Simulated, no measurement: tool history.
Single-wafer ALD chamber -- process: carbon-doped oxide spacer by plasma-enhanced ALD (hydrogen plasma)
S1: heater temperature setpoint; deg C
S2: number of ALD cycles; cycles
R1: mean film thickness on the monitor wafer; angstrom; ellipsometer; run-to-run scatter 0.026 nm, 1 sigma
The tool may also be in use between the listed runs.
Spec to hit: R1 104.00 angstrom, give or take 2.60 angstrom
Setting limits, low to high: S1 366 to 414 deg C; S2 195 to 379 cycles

run	day	S1	S2	R1
1	0.000	390	287	130.46
2	0.267	385	287	131.10
3	0.546	381	287	130.90
4	0.846	381	254	115.55
5	1.058	371	254	115.24
6	1.383	371	237	107.89
7	1.421	371	236	106.87
8	1.479	371	235	106.92

Pick the move, out of 5, that brings all results within their allowed miss; only one does.
A	1.538	374	242	?
B	1.538	373	227	?
C	1.538	374	249	?
D	1.538	384	247	?
E	1.538	369	241	?

move	R1
A	109.81
B	103.00
C	112.99
D	112.08
E	109.36
A: further off than the last run
B: meets every target
C: further off than the last run
D: further off than the last run
E: further off than the last run
The right move is B.
